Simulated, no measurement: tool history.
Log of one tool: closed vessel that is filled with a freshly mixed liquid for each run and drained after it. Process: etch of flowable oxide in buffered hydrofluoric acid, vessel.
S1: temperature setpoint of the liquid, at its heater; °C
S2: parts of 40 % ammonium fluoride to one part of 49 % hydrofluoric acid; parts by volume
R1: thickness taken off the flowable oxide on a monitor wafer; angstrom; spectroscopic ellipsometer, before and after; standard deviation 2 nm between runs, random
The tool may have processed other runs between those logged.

Run 1, hour 0.0: S1 20.0 °C, S2 21.5 parts by volume, time in the liquid (s) 105. Result: R1 1467.2 angstrom.
Run 2, hour 8.2: S1 20.0 °C, S2 25.5 parts by volume, time in the liquid (s) 105. Result: R1 1324.6 angstrom.
Run 3, hour 16.3: S1 17.0 °C, S2 25.5 parts by volume, time in the liquid (s) 105. Result: R1 1111.5 angstrom.
Run 4, hour 21.3: S1 19.5 °C, S2 24.5 parts by volume, time in the liquid (s) 105. Result: R1 1345.7 angstrom.
Run 5, hour 26.4: S1 19.5 °C, S2 24.5 parts by volume, time in the liquid (s) 105. Result: R1 1335.0 angstrom.
Run 6, hour 28.0: S1 17.0 °C, S2 24.5 parts by volume, time in the liquid (s) 105. Result: R1 1158.2 angstrom.
Run 7, hour 33.4: S1 19.5 °C, S2 24.0 parts by volume, time in the liquid (s) 105. Result: R1 1346.1 angstrom.
Run 8, hour 36.0: S1 21.5 °C, S2 23.5 parts by volume, time in the liquid (s) 105. Result: R1 1532.3 angstrom.
Run 9, hour 45.0: S1 25.5 °C, S2 23.0 parts by volume, time in the liquid (s) 105. Result: R1 1961.4 angstrom.
Run 10, hour 49.1: S1 26.0 °C, S2 23.0 parts by volume, time in the liquid (s) 105. Result: R1 2027.6 angstrom.
Run 11, hour 58.4: S1 26.5 °C, S2 23.0 parts by volume, time in the liquid (s) 105. Result: R1 2070.8 angstrom.

Run 12, settings as shown, results not yet in. Your forecast:
Run 12, hour 59.7: S1 27.0 °C, S2 23.0 parts by volume, time in the liquid (s) 105. Result: R1 ?.

Run 12 yielded R1 2084.7 angstrom.
